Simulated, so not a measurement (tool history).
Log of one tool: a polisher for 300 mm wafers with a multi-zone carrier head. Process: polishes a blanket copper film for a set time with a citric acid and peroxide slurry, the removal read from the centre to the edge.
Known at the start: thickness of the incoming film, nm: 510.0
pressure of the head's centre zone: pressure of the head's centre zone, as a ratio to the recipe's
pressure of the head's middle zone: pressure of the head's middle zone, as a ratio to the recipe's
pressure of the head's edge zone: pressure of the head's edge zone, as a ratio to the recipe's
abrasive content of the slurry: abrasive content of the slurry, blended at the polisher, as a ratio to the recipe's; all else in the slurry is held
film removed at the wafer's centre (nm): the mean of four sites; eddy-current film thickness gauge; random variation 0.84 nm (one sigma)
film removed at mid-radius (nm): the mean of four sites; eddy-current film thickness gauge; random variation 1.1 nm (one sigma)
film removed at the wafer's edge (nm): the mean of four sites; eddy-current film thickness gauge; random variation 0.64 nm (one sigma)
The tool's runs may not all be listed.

run	hour	flow of slurry (ml/min)	pressure of the head's centre zone	pressure of the head's middle zone	pressure of the head's edge zone	abrasive content of the slurry	polishing time (s)	film removed at the wafer's centre (nm)	film removed at mid-radius (nm)	film removed at the wafer's edge (nm)
1	0	280	1	1	1	1	55	96.915	96.458	99.033
2	0.9	280	1	1	1	1	62	109.17	109.5	112.07
3	8.4	280	0.95	1	1	1	62	102.29	107.22	112.28
4	11.8	280	0.95	1	0.98	0.95	60	101.37	100.86	106.04
5	13.2	280	0.95	1.07	0.98	0.95	60	99.393	104.73	104.94
6	14.4	245	0.95	1.07	0.98	0.95	60	99.79	103.67	106.09
# hour 18.3: edge zone pressure recalibrated
7	18.3	250	0.94	1.08	0.97	0.9	58	91.54	100.82	96.554
8	23.8	250	0.93	1.04	0.96	0.85	58	90.651	95.547	94.28
9	28.7	245	0.91	1.02	0.96	0.8	58	87.797	94.055	91.868

Run 10 comes next. What will it give?
10	36.5	240	0.9	0.99	0.96	0.75	57	?	?	?

Run 10 gave film removed at the wafer's centre (nm) 82.535, film removed at mid-radius (nm) 90.558, film removed at the wafer's edge (nm) 88.86.

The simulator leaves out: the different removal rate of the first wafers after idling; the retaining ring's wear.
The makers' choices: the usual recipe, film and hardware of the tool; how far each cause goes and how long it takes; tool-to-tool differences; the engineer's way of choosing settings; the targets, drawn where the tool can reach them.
